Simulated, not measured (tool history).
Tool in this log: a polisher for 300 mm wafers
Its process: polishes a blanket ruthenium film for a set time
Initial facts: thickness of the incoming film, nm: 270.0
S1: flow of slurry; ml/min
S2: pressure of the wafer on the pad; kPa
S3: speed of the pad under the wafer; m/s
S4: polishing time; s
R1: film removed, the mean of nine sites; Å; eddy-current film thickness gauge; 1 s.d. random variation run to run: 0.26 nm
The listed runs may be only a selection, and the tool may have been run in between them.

run	hour	S1	S2	S3	S4	R1
1	0	315	11.7	0.98	40	450.95
2	4	315	9.7	0.94	40	352.64
3	9.9	315	8.3	0.92	40	297.93
4	18.7	315	7.6	0.92	40	277.8
5	25.4	385	7.6	0.92	40	283.9
6	27.5	385	7.6	1.1	40	331.47

Run 7 is up next; what results do you expect?
7	35.1	385	6.9	1.04	40	?

{"run 7": {"R1": 279.51}}
